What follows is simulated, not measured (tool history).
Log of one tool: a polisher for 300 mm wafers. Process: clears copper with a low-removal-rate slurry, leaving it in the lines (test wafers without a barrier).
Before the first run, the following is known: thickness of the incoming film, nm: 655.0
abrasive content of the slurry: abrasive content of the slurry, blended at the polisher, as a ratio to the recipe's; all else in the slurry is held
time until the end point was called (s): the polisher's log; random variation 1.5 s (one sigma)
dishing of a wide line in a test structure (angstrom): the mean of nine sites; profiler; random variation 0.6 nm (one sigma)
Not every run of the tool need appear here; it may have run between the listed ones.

run	hour	flow of slurry (ml/min)	pressure of the wafer on the pad (kPa)	speed of the pad under the wafer (cm/s)	abrasive content of the slurry	overpolish time after the end point (s)	time until the end point was called (s)	dishing of a wide line in a test structure (angstrom)
1	0.0	205	25.5	138	1.00	14	123.100	471.03
2	7.1	205	25.5	152	1.00	14	113.950	508.18
3	12.7	205	25.5	152	1.00	19	113.290	608.73
4	19.1	225	25.5	152	1.00	19	113.160	608.93
5	26.2	225	25.5	152	1.00	24	111.980	723.13
6	33.7	250	24.8	154	1.05	18	110.260	595.44
7	36.7	270	24.8	154	0.95	14	116.400	495.64
8	37.9	265	23.4	156	1.10	11	115.590	415.35
9	39.7	280	22.8	162	1.20	9	115.230	352.37
10	48.6	280	22.8	162	1.20	9	116.900	355.34
11	50.8	285	23.4	164	1.30	8	105.920	335.63
12	51.5	285	23.4	164	1.35	7	104.640	310.62
13	53.5	285	23.4	164	1.40	7	106.120	312.59
14	59.3	285	25.5	166	1.40	4	96.343	203.00
15	65.7	285	24.1	170	1.40	4	101.480	196.26
16	71.2	285	24.8	170	1.40	10	97.138	428.17

Run 17 has not been measured yet. What should we expect?
17	74.2	265	25.5	168	1.40	10	?	?

Run 17 produced time until the end point was called (s) 95.957, dishing of a wide line in a test structure (angstrom) 445.09.
